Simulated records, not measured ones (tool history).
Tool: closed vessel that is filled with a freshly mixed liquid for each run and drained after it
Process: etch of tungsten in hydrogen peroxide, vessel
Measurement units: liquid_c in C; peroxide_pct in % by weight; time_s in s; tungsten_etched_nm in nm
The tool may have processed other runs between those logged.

run,hour,liquid_c,peroxide_pct,time_s,tungsten_etched_nm
1,0.0,57.0,22.0,105,454.10
2,4.4,57.0,22.0,105,451.41
3,11.2,55.0,21.5,105,398.71
4,14.3,55.0,25.0,105,425.64
5,19.6,55.0,28.5,105,455.17
6,20.4,58.5,28.5,105,561.49
7,25.4,56.5,27.5,105,491.80
8,28.7,56.5,27.5,105,494.63
9,32.2,54.5,26.5,105,433.20
10,40.8,53.0,25.0,105,383.57
11,48.8,51.5,24.0,105,340.02
12,52.1,50.5,23.5,105,316.87
13,58.0,49.5,23.0,105,293.87
14,66.6,48.5,22.5,105,274.98

Run 15 is up next; what results do you expect?
15,72.9,47.5,22.0,105,?

Run 15 gave tungsten_etched_nm 255.68 nm.

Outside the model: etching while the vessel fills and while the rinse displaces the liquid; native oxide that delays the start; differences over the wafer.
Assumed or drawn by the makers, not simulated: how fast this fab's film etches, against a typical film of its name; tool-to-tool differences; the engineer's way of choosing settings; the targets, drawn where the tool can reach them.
